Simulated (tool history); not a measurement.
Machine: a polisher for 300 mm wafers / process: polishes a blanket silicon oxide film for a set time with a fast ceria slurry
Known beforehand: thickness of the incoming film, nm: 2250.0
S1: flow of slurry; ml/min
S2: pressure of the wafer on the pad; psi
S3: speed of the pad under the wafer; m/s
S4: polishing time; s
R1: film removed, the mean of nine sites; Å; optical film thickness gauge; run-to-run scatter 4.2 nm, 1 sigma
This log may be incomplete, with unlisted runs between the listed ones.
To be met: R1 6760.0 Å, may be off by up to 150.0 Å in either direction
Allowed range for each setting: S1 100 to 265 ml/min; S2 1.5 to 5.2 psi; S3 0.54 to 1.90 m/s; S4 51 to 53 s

| run | hour | S1 | S2 | S3 | S4 | R1 |
|---|---|---|---|---|---|---|
| 1 | 0.0 | 170 | 3.3 | 1.22 | 51 | 9981.9 |
| 2 | 4.0 | 210 | 3.3 | 1.22 | 51 | 10404.0 |
| 3 | 11.1 | 210 | 2.8 | 1.22 | 51 | 9222.6 |
| 4 | 11.7 | 210 | 2.8 | 1.38 | 51 | 10546.0 |
| 5 | 12.2 | 210 | 2.8 | 1.60 | 51 | 12195.0 |
| 6 | 14.1 | 210 | 2.8 | 1.36 | 51 | 10273.0 |
| 7 | 16.3 | 200 | 2.6 | 1.36 | 51 | 9769.0 |
| 8 | 25.0 | 195 | 2.5 | 1.34 | 51 | 9364.3 |
| 9 | 25.9 | 190 | 2.4 | 1.32 | 51 | 9000.4 |
| 10 | 34.7 | 185 | 2.3 | 1.30 | 51 | 8541.9 |
| 11 | 37.3 | 135 | 1.6 | 1.30 | 51 | 6492.3 |
| 12 | 43.5 | 140 | 1.6 | 1.30 | 51 | 6577.2 |
| 13 | 46.3 | 140 | 1.6 | 1.30 | 51 | 6538.2 |

Which single option among these 5 for the next run brings every result within its allowed miss of target? Just one does.
| A | 49.1 | 130 | 1.6 | 1.24 | 51 | ? |
| B | 49.1 | 180 | 1.5 | 1.20 | 53 | ? |
| C | 49.1 | 140 | 2.1 | 1.08 | 53 | ? |
| D | 49.1 | 125 | 1.7 | 1.18 | 53 | ? |
| E | 49.1 | 150 | 1.7 | 1.18 | 51 | ? |

| move | R1 |
|---|---|
| A | 6236.1 |
| B | 6385.4 |
| C | 6745.7 |
| D | 6345.2 |
| E | 6304.8 |
A: further off than the last run
B: further off than the last run
C: every result within its allowed miss
D: further off than the last run
E: further off than the last run
So the answer is move C, the one that meets all the targets.
